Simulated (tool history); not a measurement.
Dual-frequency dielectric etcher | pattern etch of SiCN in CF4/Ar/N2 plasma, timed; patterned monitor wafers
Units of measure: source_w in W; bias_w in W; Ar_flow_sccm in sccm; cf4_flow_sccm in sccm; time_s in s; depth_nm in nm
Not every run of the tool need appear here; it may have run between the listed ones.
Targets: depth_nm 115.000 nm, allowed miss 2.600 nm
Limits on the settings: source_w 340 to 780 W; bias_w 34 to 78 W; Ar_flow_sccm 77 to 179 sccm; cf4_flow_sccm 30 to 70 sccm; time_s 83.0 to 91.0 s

| run | day | source_w | bias_w | Ar_flow_sccm | cf4_flow_sccm | time_s | depth_nm |
|---|---|---|---|---|---|---|---|
| 1 | 0.000 | 560 | 56 | 128 | 50 | 91.0 | 93.563 |
| 2 | 0.088 | 560 | 56 | 128 | 50 | 83.0 | 86.139 |
| 3 | 0.246 | 560 | 65 | 128 | 50 | 83.0 | 89.323 |
| 4 | 0.558 | 560 | 65 | 105 | 50 | 83.0 | 91.186 |
| 5 | 0.800 | 560 | 65 | 105 | 50 | 91.0 | 100.890 |
| 6 | 1.117 | 560 | 65 | 105 | 59 | 91.0 | 104.090 |
|  | 1.467 | source power generator calibrated |
| 7 | 1.467 | 560 | 65 | 105 | 59 | 91.0 | 99.769 |
| 8 | 1.783 | 590 | 65 | 105 | 59 | 91.0 | 105.470 |
| 9 | 2.054 | 610 | 65 | 105 | 59 | 91.0 | 108.830 |
| 10 | 2.408 | 620 | 65 | 105 | 59 | 91.0 | 109.010 |
| 11 | 2.762 | 630 | 65 | 105 | 59 | 91.0 | 111.610 |

Consider the 4 candidate settings below. Which is the only one whose results all fall within their allowed miss of target?
| A | 3.117 | 650 | 72 | 133 | 62 | 84.5 | ? |
| B | 3.117 | 760 | 48 | 134 | 61 | 87.5 | ? |
| C | 3.117 | 610 | 67 | 104 | 62 | 91.0 | ? |
| D | 3.117 | 630 | 66 | 116 | 60 | 86.5 | ? |

| move | depth_nm |
|---|---|
| A | 105.920 |
| B | 114.070 |
| C | 109.240 |
| D | 104.290 |
A: further off than the last run
B: meets every target
C: further off than the last run
D: further off than the last run
B is the move that brings every result within its allowed miss.

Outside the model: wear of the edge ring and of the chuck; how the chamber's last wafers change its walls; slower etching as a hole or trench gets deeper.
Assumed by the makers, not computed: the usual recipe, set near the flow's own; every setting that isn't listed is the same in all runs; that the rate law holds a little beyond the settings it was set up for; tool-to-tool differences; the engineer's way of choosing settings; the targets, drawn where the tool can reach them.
